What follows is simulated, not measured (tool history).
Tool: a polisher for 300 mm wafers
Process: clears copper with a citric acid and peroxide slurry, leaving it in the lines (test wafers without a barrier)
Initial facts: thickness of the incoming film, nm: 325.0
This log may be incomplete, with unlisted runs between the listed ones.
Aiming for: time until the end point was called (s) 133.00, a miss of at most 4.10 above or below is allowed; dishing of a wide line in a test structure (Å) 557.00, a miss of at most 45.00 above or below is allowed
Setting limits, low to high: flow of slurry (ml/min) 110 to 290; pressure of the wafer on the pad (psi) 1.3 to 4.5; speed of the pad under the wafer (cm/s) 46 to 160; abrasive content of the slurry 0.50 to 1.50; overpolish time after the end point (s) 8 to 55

run  hour  flow of slurry (ml/min)  pressure of the wafer on the pad (psi)  speed of the pad under the wafer (cm/s)  abrasive content of the slurry  overpolish time after the end point (s)  time until the end point was called (s)  dishing of a wide line in a test structure (Å)
  1   0.0                      185                                     2.9                                      102                            1.00                                       28                                   174.22                                          422.68
  2   8.1                      185                                     2.9                                       80                            1.00                                       28                                   216.20                                          344.01
  3  15.9                      185                                     2.9                                       80                            1.15                                       28                                   208.02                                          344.21
  4  20.3                      190                                     3.1                                       80                            1.15                                       28                                   202.05                                          368.21
  5  27.4                      190                                     3.3                                       82                            1.15                                       28                                   187.55                                          378.98
  6  36.4                      190                                     3.3                                       82                            1.25                                       28                                   186.04                                          400.49
  7  44.2                      190                                     3.5                                       82                            1.25                                       28                                   179.66                                          407.78
  8  48.6                      215                                     4.3                                       84                            1.25                                       31                                   150.30                                          520.20

Exercise: of the 5 proposed moves below, exactly one satisfies all targets within the stated allowed misses. Which move is it?
  A  53.0                      265                                     4.4                                       76                            1.40                                       34                                        ?                                               ?
  B  53.0                      145                                     4.3                                       74                            1.40                                       42                                        ?                                               ?
  C  53.0                      185                                     4.5                                       94                            1.30                                       31                                        ?                                               ?
  D  53.0                      215                                     4.1                                       70                            1.20                                       43                                        ?                                               ?
  E  53.0                      200                                     4.5                                       66                            1.45                                       33                                        ?                                               ?

move  time until the end point was called (s)  dishing of a wide line in a test structure (Å)
   A                                   153.63                                          536.72
   B                                   173.04                                          576.57
   C                                   133.14                                          558.65
   D                                   181.77                                          564.31
   E                                   174.85                                          472.49
A: lands further from the targets than the last run did
B: lands further from the targets than the last run did
C: all results land within tolerance of their targets
D: lands further from the targets than the last run did
E: lands further from the targets than the last run did
The right move is C.
